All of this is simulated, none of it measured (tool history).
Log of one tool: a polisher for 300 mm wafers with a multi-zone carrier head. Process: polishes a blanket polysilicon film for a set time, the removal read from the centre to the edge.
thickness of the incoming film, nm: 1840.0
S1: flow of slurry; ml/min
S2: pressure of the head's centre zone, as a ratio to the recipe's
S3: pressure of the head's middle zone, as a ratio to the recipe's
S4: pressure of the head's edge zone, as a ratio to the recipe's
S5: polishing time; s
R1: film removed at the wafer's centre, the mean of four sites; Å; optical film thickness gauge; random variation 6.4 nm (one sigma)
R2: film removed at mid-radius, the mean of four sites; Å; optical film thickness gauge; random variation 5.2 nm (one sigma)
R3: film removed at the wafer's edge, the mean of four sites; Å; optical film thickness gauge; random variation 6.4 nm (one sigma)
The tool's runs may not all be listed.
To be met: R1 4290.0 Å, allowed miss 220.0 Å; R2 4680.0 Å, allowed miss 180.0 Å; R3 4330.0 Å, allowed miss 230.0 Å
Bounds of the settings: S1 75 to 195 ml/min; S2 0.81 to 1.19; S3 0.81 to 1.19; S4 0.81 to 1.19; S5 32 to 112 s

run 1 hour=0.0 | S1=125 S2=1.00 S3=1.00 S4=1.00 S5=72 | R1=5078.2 R2=5103.5 R3=5158.2
run 2 hour=1.4 | S1=125 S2=0.92 S3=1.00 S4=1.00 S5=72 | R1=4688.3 R2=5192.5 R3=5281.7
run 3 hour=8.9 | S1=125 S2=0.92 S3=1.05 S4=1.00 S5=72 | R1=4611.1 R2=5284.9 R3=5419.5
run 4 hour=14.6 | S1=140 S2=0.92 S3=1.05 S4=1.00 S5=72 | R1=4901.5 R2=5376.6 R3=5393.4
run 5 hour=16.5 | S1=140 S2=0.86 S3=1.05 S4=1.00 S5=72 | R1=4491.2 R2=5407.0 R3=5397.5
-- hour=24.0 centre zone pressure recalibrated
run 6 hour=24.0 | S1=140 S2=0.87 S3=1.03 S4=0.96 S5=70 | R1=4677.0 R2=5213.3 R3=5130.7
run 7 hour=25.7 | S1=135 S2=0.86 S3=1.03 S4=0.93 S5=68 | R1=4421.3 R2=5017.3 R3=4946.5
run 8 hour=32.6 | S1=135 S2=0.86 S3=1.04 S4=0.90 S5=66 | R1=4353.8 R2=4837.9 R3=4864.9
run 9 hour=40.2 | S1=135 S2=0.86 S3=1.04 S4=0.90 S5=66 | R1=4420.8 R2=4943.1 R3=4621.6
run 10 hour=43.8 | S1=130 S2=0.86 S3=1.04 S4=0.89 S5=66 | R1=4455.5 R2=4824.3 R3=4771.9

Which of these 5 next moves meets every target?
run A hour=47.4 | S1=105 S2=0.92 S3=1.07 S4=0.83 S5=66 | R1=? R2=? R3=?
run B hour=47.4 | S1=170 S2=0.94 S3=1.06 S4=0.81 S5=63 | R1=? R2=? R3=?
run C hour=47.4 | S1=195 S2=0.88 S3=1.11 S4=0.83 S5=52 | R1=? R2=? R3=?
run D hour=47.4 | S1=135 S2=0.89 S3=1.06 S4=0.84 S5=57 | R1=? R2=? R3=?
run E hour=47.4 | S1=85 S2=0.83 S3=0.99 S4=0.92 S5=65 | R1=? R2=? R3=?

move=A R1=4301.6 R2=4764.7 R3=4276.4
move=B R1=4716.7 R2=5026.5 R3=4369.1
move=C R1=3799.4 R2=4413.1 R3=3694.1
move=D R1=3893.5 R2=4348.3 R3=3875.6
move=E R1=3628.2 R2=4107.6 R3=4182.5
A: meets every target
B: brings the result that was furthest off to its target, and leaves another outside
C: takes the result that was furthest off past its target
D: takes the result that was furthest off past its target
E: brings the result that was furthest off to its target, and leaves another outside
The right move is A.
